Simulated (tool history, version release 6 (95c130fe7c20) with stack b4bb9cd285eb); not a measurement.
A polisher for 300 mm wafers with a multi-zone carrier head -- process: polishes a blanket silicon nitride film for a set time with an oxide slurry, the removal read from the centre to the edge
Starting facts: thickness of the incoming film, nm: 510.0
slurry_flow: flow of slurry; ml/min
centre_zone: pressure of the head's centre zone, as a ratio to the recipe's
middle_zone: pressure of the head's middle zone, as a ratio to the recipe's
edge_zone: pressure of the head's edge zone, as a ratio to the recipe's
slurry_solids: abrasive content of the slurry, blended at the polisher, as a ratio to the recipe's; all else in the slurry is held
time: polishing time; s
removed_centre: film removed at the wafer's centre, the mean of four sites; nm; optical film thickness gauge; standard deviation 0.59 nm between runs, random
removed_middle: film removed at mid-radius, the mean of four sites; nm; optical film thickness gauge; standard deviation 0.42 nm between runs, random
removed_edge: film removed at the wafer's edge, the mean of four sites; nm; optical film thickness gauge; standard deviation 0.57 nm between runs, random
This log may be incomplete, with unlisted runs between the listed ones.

run,hour,slurry_flow,centre_zone,middle_zone,edge_zone,slurry_solids,time,removed_centre,removed_middle,removed_edge
1,0,195,1,1,1,1,38,40.459,42.356,42.656
2,3.9,200,1.02,1,1.01,1.05,38,43.42,42.982,44.058
3,10.8,200,1.02,1,1.01,0.85,38,37.863,38.561,37.792
4,17.9,205,1.03,1.01,1.02,0.9,38,40.361,40.51,40.382
# hour 23.7: slurry nozzle cleaned
5,23.7,205,1.03,0.94,1.02,0.9,38,44.828,42.094,42.496
6,24.7,205,1.03,0.94,0.99,0.9,38,44.522,41.624,42.25

Run 7 comes next. What will it give?
7,31.9,230,1.11,0.92,1.09,1.15,39,?,?,?

removed_centre: 57.215 nm
removed_middle: 48.884 nm
removed_edge: 52.528 nm
